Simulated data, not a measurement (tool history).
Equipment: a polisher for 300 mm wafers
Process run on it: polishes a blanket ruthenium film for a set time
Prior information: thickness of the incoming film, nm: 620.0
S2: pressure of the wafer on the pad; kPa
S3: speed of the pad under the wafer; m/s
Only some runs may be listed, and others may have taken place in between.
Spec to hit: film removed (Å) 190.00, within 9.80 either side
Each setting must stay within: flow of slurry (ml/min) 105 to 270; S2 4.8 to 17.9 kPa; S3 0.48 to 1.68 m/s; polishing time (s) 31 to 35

{"run": 1, "hour": 0.0, "flow of slurry (ml/min)": 175, "S2": 11.0, "S3": 1.08, "polishing time (s)": 35, "film removed (Å)": 307.26}
{"run": 2, "hour": 6.6, "flow of slurry (ml/min)": 175, "S2": 11.0, "S3": 1.08, "polishing time (s)": 31, "film removed (Å)": 273.68}
{"run": 3, "hour": 9.3, "flow of slurry (ml/min)": 175, "S2": 11.0, "S3": 1.08, "polishing time (s)": 35, "film removed (Å)": 308.62}
{"run": 4, "hour": 12.9, "flow of slurry (ml/min)": 175, "S2": 10.3, "S3": 1.08, "polishing time (s)": 35, "film removed (Å)": 285.7}
{"run": 5, "hour": 16.3, "flow of slurry (ml/min)": 175, "S2": 10.3, "S3": 1.22, "polishing time (s)": 35, "film removed (Å)": 313.14}
{"run": 6, "hour": 24.4, "flow of slurry (ml/min)": 175, "S2": 10.3, "S3": 1.08, "polishing time (s)": 35, "film removed (Å)": 294.6}
{"run": 7, "hour": 27.0, "flow of slurry (ml/min)": 175, "S2": 9.7, "S3": 1.06, "polishing time (s)": 35, "film removed (Å)": 267.42}
{"run": 8, "hour": 29.3, "flow of slurry (ml/min)": 175, "S2": 9.7, "S3": 1.06, "polishing time (s)": 35, "film removed (Å)": 268.67}
{"run": 9, "hour": 37.7, "flow of slurry (ml/min)": 175, "S2": 9.0, "S3": 1.06, "polishing time (s)": 35, "film removed (Å)": 250.11}
{"run": 10, "hour": 42.1, "flow of slurry (ml/min)": 175, "S2": 8.3, "S3": 1.06, "polishing time (s)": 35, "film removed (Å)": 228.73}
{"run": 11, "hour": 42.7, "flow of slurry (ml/min)": 175, "S2": 6.2, "S3": 1.04, "polishing time (s)": 35, "film removed (Å)": 173.83}

Of the 4 settings listed for the next run, only one would bring every result within its allowed miss of target. Which one?
{"run": "A", "hour": 43.3, "flow of slurry (ml/min)": 170, "S2": 5.5, "S3": 1.08, "polishing time (s)": 35, "film removed (Å)": "?"}
{"run": "B", "hour": 43.3, "flow of slurry (ml/min)": 205, "S2": 5.5, "S3": 1.06, "polishing time (s)": 33, "film removed (Å)": "?"}
{"run": "C", "hour": 43.3, "flow of slurry (ml/min)": 165, "S2": 4.8, "S3": 1.46, "polishing time (s)": 32, "film removed (Å)": "?"}
{"run": "D", "hour": 43.3, "flow of slurry (ml/min)": 185, "S2": 6.2, "S3": 1.18, "polishing time (s)": 35, "film removed (Å)": "?"}

move=A film_removed_(Å)=157.62
move=B film_removed_(Å)=153.04
move=C film_removed_(Å)=156.74
move=D film_removed_(Å)=191.21
A: its largest miss is bigger than the last run's
B: its largest miss is bigger than the last run's
C: its largest miss is bigger than the last run's
D: all results in spec
D meets every target.
